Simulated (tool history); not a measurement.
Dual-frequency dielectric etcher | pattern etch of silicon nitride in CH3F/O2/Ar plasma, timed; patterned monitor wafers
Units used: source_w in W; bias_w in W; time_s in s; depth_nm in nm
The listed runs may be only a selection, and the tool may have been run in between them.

Run 1, hour 0: source_w 500 W, bias_w 92 W, time_s 40 s. Result: depth_nm 31.319 nm.
Run 2, hour 1: source_w 500 W, bias_w 79 W, time_s 40 s. Result: depth_nm 29.708 nm.
Run 3, hour 3.4: source_w 510 W, bias_w 79 W, time_s 40 s. Result: depth_nm 30.02 nm.
Run 4, hour 6.3: source_w 520 W, bias_w 79 W, time_s 40 s. Result: depth_nm 30.355 nm.
Run 5, hour 12.4: source_w 560 W, bias_w 79 W, time_s 40 s. Result: depth_nm 31.433 nm.
Run 6, hour 18.1: source_w 570 W, bias_w 79 W, time_s 40 s. Result: depth_nm 31.743 nm.

Run 7 has not been measured yet. What should we expect?
Run 7, hour 20.8: source_w 580 W, bias_w 79 W, time_s 40 s. Result: depth_nm ?.

depth_nm: 31.694 nm
